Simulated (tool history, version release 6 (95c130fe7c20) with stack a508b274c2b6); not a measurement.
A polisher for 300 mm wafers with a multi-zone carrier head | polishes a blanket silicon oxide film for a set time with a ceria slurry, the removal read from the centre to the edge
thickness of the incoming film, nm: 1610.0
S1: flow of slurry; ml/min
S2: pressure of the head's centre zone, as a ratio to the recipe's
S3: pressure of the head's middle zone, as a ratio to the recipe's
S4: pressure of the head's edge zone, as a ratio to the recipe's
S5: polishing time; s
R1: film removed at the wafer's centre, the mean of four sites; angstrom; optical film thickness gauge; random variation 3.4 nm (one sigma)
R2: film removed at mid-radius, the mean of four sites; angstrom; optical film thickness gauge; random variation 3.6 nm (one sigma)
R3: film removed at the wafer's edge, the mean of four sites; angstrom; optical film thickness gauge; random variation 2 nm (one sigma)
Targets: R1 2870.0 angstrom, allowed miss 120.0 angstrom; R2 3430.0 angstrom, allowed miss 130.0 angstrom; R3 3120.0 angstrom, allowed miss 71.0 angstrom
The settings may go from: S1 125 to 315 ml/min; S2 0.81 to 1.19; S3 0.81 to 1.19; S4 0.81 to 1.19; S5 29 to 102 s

| run | day | S1 | S2 | S3 | S4 | S5 | R1 | R2 | R3 |
|---|---|---|---|---|---|---|---|---|---|
| 1 | 0.000 | 205 | 1.00 | 1.00 | 1.00 | 65 | 3847.1 | 3925.3 | 3852.9 |
| 2 | 0.179 | 200 | 0.98 | 1.00 | 0.98 | 64 | 3707.0 | 3829.3 | 3726.2 |
| 3 | 0.204 | 195 | 0.96 | 1.00 | 0.96 | 63 | 3506.1 | 3712.0 | 3657.8 |
| 4 | 0.254 | 195 | 0.96 | 1.00 | 1.00 | 63 | 3540.4 | 3693.5 | 3712.8 |
| 5 | 0.354 | 225 | 0.96 | 1.00 | 1.00 | 63 | 3655.9 | 3819.8 | 3820.5 |
| 6 | 0.583 | 225 | 0.96 | 1.00 | 0.91 | 63 | 3550.4 | 3790.9 | 3612.4 |
| 7 | 0.617 | 215 | 0.95 | 1.00 | 0.90 | 62 | 3577.3 | 3774.0 | 3548.5 |
| 8 | 0.738 | 230 | 0.85 | 1.03 | 0.90 | 51 | 2606.3 | 3186.3 | 2916.6 |
| 9 | 1.017 | 235 | 0.86 | 1.03 | 0.91 | 51 | 2674.6 | 3244.8 | 2909.6 |
| 10 | 1.288 | 240 | 0.86 | 1.03 | 0.92 | 51 | 2643.9 | 3184.7 | 2951.7 |
| 11 | 1.317 | 245 | 0.87 | 1.04 | 0.93 | 51 | 2643.1 | 3269.8 | 2984.5 |
| 12 | 1.450 | 250 | 0.88 | 1.04 | 0.93 | 51 | 2692.3 | 3283.7 | 2972.4 |
| 13 | 1.796 | 255 | 0.89 | 1.04 | 0.94 | 51 | 2745.2 | 3264.0 | 2977.9 |

Which of these 4 next moves meets every target?
| A | 2.142 | 230 | 0.90 | 1.08 | 0.96 | 53 | ? | ? | ? |
| B | 2.142 | 235 | 0.87 | 1.06 | 0.94 | 49 | ? | ? | ? |
| C | 2.142 | 220 | 0.82 | 1.12 | 0.97 | 54 | ? | ? | ? |
| D | 2.142 | 245 | 1.02 | 1.08 | 0.96 | 48 | ? | ? | ? |

| move | R1 | R2 | R3 |
|---|---|---|---|
| A | 2833.8 | 3497.6 | 3116.3 |
| B | 2539.6 | 3192.3 | 2859.6 |
| C | 2611.1 | 3655.2 | 3174.3 |
| D | 2938.5 | 3191.9 | 2839.9 |
A: meets every target
B: further off than the last run
C: brings the result that was furthest off to its target, and leaves another outside
D: further off than the last run
Move A is the one to make.
